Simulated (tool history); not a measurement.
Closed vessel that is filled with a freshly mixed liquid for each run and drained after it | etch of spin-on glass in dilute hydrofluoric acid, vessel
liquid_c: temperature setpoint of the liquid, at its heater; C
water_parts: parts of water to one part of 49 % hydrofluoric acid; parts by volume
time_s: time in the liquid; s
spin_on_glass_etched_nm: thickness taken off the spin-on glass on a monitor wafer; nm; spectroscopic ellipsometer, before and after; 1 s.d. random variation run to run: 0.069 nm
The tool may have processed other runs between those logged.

run  hour  liquid_c  water_parts  time_s  spin_on_glass_etched_nm
  1   0.0      22.0          115      30                   9.7389
  2   2.5      20.5          120      30                   8.7086
  3   4.4      20.5          120      30                   8.6971
  4  12.8      20.5          155      30                   6.4709
  5  17.5      21.0          155      30                   6.7247
  6  26.0      21.0          120      30                   8.9676
  7  28.7      21.0          120      30                   8.9610

The next listed run, before its measurement:
  8  34.7      20.0          120      30                        ?

spin_on_glass_etched_nm: 8.8002 nm

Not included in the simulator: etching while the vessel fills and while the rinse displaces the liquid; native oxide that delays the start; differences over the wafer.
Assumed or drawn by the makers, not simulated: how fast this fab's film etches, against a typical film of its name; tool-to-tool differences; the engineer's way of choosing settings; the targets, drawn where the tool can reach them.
